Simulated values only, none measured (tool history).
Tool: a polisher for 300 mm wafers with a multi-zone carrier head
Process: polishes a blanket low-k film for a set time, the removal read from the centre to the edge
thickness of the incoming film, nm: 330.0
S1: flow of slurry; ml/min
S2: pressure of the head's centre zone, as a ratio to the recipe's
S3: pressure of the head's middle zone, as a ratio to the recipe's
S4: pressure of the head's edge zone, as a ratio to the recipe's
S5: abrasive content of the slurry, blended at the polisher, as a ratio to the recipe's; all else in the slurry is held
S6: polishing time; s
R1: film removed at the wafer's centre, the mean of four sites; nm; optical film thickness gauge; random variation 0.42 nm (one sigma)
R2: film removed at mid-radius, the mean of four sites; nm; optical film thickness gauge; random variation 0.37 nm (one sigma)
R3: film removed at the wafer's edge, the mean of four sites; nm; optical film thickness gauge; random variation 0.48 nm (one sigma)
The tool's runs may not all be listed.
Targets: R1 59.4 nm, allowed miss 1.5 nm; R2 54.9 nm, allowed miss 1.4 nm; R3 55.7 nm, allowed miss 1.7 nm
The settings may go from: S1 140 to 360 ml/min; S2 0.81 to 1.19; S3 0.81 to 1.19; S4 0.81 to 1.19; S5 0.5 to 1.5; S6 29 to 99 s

run  hour   S1    S2    S3    S4    S5  S6      R1      R2      R3
  1     0  230     1     1     1     1  64  35.351  36.995  36.122
  2   7.3  245  1.04  1.01  1.04  1.15  66  39.631   40.18  39.814
  3  10.7  245  1.04  1.01  1.04     1  66  38.045  38.388  38.626
  4  13.9  245  1.04  1.01  1.12     1  66  38.111  38.337  38.693
  5  22.8  260  1.07  1.02  1.13  1.15  69  43.505  43.107  43.567
  6  25.2  260  1.01  1.02  1.13  1.15  69  41.185   43.11  42.783
  7  33.9  260  1.01  1.02  1.13  1.15  69  40.957  42.966   42.78
  8  37.4  270  1.05  1.03  1.14  1.25  71  45.854  46.543  47.004
  9  44.6  285  1.09  1.05  1.14   1.3  71   47.39  48.107  47.472
 10  52.5  285  1.12  1.05  1.14  1.35  72  50.646   49.14  49.375
 11  58.7  290  1.14  1.06  1.15   1.4  73  52.044  51.229  49.883

4 next moves are on the table. One of them brings every result within its allowed miss. Which?
  A  64.9  270  1.17  1.02  1.16  1.25  84   ?   ?   ?
  B  64.9  285  1.19  0.97  1.18  1.35  80   ?   ?   ?
  C  64.9  305  0.91  0.86  1.19  1.45  77   ?   ?   ?
  D  64.9  355  1.08  1.18  1.05  1.45  69   ?   ?   ?

move      R1      R2      R3
   A  59.903  54.605  55.259
   B  59.816  51.467  54.683
   C  46.872   46.25  54.435
   D  49.498  54.721  46.741
A: meets every target
B: brings the result that was furthest off to its target, and leaves another outside
C: further off than the last run
D: further off than the last run
Move A is the one to make.
